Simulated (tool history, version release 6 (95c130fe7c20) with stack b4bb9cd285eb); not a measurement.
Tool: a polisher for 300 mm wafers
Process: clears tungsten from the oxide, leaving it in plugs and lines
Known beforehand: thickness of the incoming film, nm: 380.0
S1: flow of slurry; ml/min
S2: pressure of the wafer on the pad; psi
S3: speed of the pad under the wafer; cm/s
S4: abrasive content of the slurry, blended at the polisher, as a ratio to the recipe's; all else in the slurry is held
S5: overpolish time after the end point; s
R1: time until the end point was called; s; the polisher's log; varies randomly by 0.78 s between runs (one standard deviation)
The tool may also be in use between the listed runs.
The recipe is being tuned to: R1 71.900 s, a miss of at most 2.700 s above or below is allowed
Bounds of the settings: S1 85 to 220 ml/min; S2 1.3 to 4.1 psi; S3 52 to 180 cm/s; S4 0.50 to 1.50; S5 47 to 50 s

run	hour	S1	S2	S3	S4	S5	R1
1	0.0	140	2.7	116	1.00	47	124.490
2	3.8	140	2.7	100	1.00	47	142.160
3	7.6	140	2.7	100	1.00	50	143.450
4	10.7	140	2.7	72	1.00	50	183.730
5	13.3	140	2.9	76	1.00	50	163.040
6	16.7	120	2.9	76	1.00	50	168.280
7	25.4	125	3.0	80	1.00	50	158.400
8	28.3	130	3.1	84	1.00	50	143.110
9	32.8	135	3.2	86	1.00	50	134.760
10	40.5	140	3.3	88	1.00	50	128.900
11	43.3	150	4.0	120	1.05	50	80.422
12	50.2	150	4.0	120	1.05	50	80.689
13	55.9	150	4.0	122	1.05	50	79.980
14	62.1	155	4.1	126	1.05	50	74.944

5 next moves are on the table. One of them brings every result within its allowed miss. Which?
A	68.3	145	4.1	146	1.10	50	?
B	68.3	130	4.1	136	1.05	50	?
C	68.3	150	4.1	154	0.90	49	?
D	68.3	135	4.1	150	1.10	47	?
E	68.3	155	4.1	150	1.05	47	?

move	R1
A	66.869
B	73.208
C	66.250
D	66.132
E	65.259
A: moves the result that the last run missed by most past its target, out the other side
B: every result within its allowed miss
C: moves the result that the last run missed by most past its target, out the other side
D: moves the result that the last run missed by most past its target, out the other side
E: moves the result that the last run missed by most past its target, out the other side
Move B is the one to make.

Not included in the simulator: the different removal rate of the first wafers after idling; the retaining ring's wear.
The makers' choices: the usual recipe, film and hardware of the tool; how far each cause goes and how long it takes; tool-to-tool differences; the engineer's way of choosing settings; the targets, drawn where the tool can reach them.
